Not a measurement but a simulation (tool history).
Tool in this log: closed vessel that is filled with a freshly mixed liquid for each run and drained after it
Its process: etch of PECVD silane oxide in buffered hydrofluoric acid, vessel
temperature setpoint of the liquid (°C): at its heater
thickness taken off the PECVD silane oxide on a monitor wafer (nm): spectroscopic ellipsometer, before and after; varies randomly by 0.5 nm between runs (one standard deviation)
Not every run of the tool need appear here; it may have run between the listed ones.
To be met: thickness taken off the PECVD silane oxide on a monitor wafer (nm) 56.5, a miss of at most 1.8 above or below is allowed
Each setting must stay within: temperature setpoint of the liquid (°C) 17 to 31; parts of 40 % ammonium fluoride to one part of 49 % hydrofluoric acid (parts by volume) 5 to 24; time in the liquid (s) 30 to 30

run    day  temperature setpoint of the liquid (°C)  parts of 40 % ammonium fluoride to one part of 49 % hydrofluoric acid (parts by volume)  time in the liquid (s)  thickness taken off the PECVD silane oxide on a monitor wafer (nm)
  1      0                                       23                                                                                     14.5                      30                                                              39.818
  2  0.054                                       24                                                                                     14.5                      30                                                              41.923
  3  0.296                                       24                                                                                     14.5                      30                                                              41.514
  4   0.45                                     25.5                                                                                     14.5                      30                                                               45.29
  5  0.817                                       26                                                                                     14.5                      30                                                              46.556
  6  0.933                                     26.5                                                                                     14.5                      30                                                              48.986
  7  1.154                                       27                                                                                     14.5                      30                                                              49.803
  8  1.338                                     27.5                                                                                     14.5                      30                                                               51.12
  9  1.621                                     28.5                                                                                     14.5                      30                                                              53.215

Of the 4 settings listed for the next run, only one would bring every result within its allowed miss of target. Which one?
  A  1.904                                       27                                                                                     12.5                      30                                                                   ?
  B  1.904                                     26.5                                                                                     13.5                      30                                                                   ?
  C  1.904                                       28                                                                                       15                      30                                                                   ?
  D  1.904                                       31                                                                                     17.5                      30                                                                   ?

move  thickness taken off the PECVD silane oxide on a monitor wafer (nm)
   A                                                              57.933
   B                                                              52.301
   C                                                              51.102
   D                                                              51.464
A: meets every target
B: misses by more than the last run did
C: misses by more than the last run did
D: misses by more than the last run did
Move A is the one to make.
